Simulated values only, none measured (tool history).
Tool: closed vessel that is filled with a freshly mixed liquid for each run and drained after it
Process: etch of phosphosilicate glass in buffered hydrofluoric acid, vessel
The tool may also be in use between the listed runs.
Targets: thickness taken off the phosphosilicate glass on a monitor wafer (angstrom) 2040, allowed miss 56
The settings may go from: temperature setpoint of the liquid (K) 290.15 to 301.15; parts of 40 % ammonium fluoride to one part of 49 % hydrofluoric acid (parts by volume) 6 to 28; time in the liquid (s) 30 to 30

run	hour	temperature setpoint of the liquid (K)	parts of 40 % ammonium fluoride to one part of 49 % hydrofluoric acid (parts by volume)	time in the liquid (s)	thickness taken off the phosphosilicate glass on a monitor wafer (angstrom)
1	0	293.15	17	30	1261.3
2	5.5	291.15	17	30	1138.4
3	8.5	291.15	12.5	30	1535
4	15.6	291.15	12.5	30	1537.2
5	19.1	291.65	12.5	30	1590.2
6	27.8	290.15	12.5	30	1476.2
7	28.6	291.15	12.5	30	1525.8
8	31.8	291.65	12.5	30	1582.6
9	33.3	292.15	12.5	30	1643.9

4 next moves are on the table. One of them brings every result within its allowed miss. Which?
A	34.8	291.65	9	30	?
B	34.8	292.15	10	30	?
C	34.8	292.15	11.5	30	?
D	34.8	291.15	10.5	30	?

move	thickness taken off the phosphosilicate glass on a monitor wafer (angstrom)
A	2181.1
B	2024.4
C	1765.7
D	1824
A: takes the result that was furthest off past its target
B: meets every target
C: nearer than the last run, and not there yet
D: nearer than the last run, and not there yet
Move B is the one to make.
